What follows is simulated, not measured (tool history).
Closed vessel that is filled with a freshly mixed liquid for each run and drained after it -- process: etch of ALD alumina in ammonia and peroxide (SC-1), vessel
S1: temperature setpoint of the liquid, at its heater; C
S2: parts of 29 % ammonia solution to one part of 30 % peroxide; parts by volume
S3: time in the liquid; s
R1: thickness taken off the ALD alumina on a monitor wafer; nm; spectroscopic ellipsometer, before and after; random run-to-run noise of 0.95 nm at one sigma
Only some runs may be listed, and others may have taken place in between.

| run | hour | S1 | S2 | S3 | R1 |
|---|---|---|---|---|---|
| 1 | 0.0 | 59.0 | 0.90 | 910 | 71.465 |
| 2 | 6.7 | 59.0 | 0.60 | 910 | 68.303 |
| 3 | 8.7 | 60.0 | 0.60 | 910 | 72.720 |
| 4 | 12.7 | 60.0 | 0.45 | 910 | 70.997 |
| 5 | 15.7 | 60.5 | 0.45 | 910 | 71.772 |
| 6 | 21.1 | 60.5 | 0.45 | 980 | 78.507 |
| 7 | 28.3 | 61.0 | 0.45 | 980 | 81.660 |
| 8 | 29.6 | 61.5 | 0.45 | 980 | 82.791 |
| 9 | 35.1 | 61.5 | 0.45 | 980 | 80.520 |
| 10 | 37.0 | 62.0 | 0.45 | 980 | 84.725 |
| 11 | 39.2 | 62.5 | 0.45 | 980 | 85.954 |

Run 12, settings as shown, results not yet in. Your forecast:
| 12 | 40.8 | 63.0 | 0.45 | 980 | ? |

{"run 12": {"R1": 89.601}}
